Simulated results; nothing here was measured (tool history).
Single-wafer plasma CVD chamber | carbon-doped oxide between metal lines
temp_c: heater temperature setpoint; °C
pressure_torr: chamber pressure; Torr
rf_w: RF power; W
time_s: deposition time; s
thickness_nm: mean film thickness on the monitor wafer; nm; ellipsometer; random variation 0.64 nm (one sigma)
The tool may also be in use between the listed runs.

run  hour  temp_c  pressure_torr  rf_w  time_s  thickness_nm
  1   0.0     325           4.35   610    14.9        89.927
  2   3.5     325           4.35   610    14.9        90.260
  3   5.4     325           4.35   695    14.9        94.808
  4   8.6     325           4.35   695    14.9        95.967
  5  12.3     323           4.49   715    15.0        98.608
  6  15.1     321           4.59   735    15.0       101.640
  7  17.7     320           4.67   745    15.0       102.480

The next listed run, before its measurement:
  8  24.1     319           4.72   755    15.0             ?

Run 8 gave thickness_nm 103.800 nm.
